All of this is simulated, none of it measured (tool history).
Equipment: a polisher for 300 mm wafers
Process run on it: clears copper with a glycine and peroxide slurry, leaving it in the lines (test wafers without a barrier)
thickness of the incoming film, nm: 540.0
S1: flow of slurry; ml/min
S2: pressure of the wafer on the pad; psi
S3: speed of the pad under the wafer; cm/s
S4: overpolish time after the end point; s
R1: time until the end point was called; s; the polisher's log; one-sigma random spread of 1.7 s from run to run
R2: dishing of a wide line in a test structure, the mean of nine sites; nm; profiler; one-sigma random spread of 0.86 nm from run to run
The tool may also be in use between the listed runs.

{"run": 1, "day": 0.0, "S1": 210, "S2": 2, "S3": 94, "S4": 18, "R1": 153.67, "R2": 38.386}
{"run": 2, "day": 0.321, "S1": 175, "S2": 2, "S3": 94, "S4": 18, "R1": 157.09, "R2": 37.704}
{"run": 3, "day": 0.638, "S1": 140, "S2": 2, "S3": 94, "S4": 18, "R1": 164.04, "R2": 37.164}
{"run": 4, "day": 0.729, "S1": 140, "S2": 2, "S3": 94, "S4": 25, "R1": 163, "R2": 48.957}
{"day": 0.808, "done": "worn pad replaced by a new one"}
{"run": 5, "day": 0.808, "S1": 140, "S2": 1.5, "S3": 94, "S4": 25, "R1": 191.28, "R2": 42.151}
{"run": 6, "day": 1.108, "S1": 140, "S2": 1.5, "S3": 112, "S4": 25, "R1": 172.18, "R2": 46.303}
{"run": 7, "day": 1.354, "S1": 145, "S2": 1.6, "S3": 112, "S4": 25, "R1": 165.41, "R2": 48.474}
{"run": 8, "day": 1.446, "S1": 150, "S2": 1.7, "S3": 112, "S4": 25, "R1": 159.07, "R2": 50.733}
{"run": 9, "day": 1.554, "S1": 155, "S2": 1.7, "S3": 112, "S4": 25, "R1": 154.09, "R2": 50.302}
{"run": 10, "day": 1.817, "S1": 160, "S2": 1.7, "S3": 112, "S4": 25, "R1": 151.13, "R2": 51.25}
{"run": 11, "day": 1.842, "S1": 165, "S2": 1.7, "S3": 112, "S4": 25, "R1": 151.84, "R2": 49.98}

For run 12, what comes out?
{"run": 12, "day": 2.0, "S1": 165, "S2": 1.7, "S3": 112, "S4": 25, "R1": "?", "R2": "?"}

R1: 153.18 s
R2: 50.871 nm
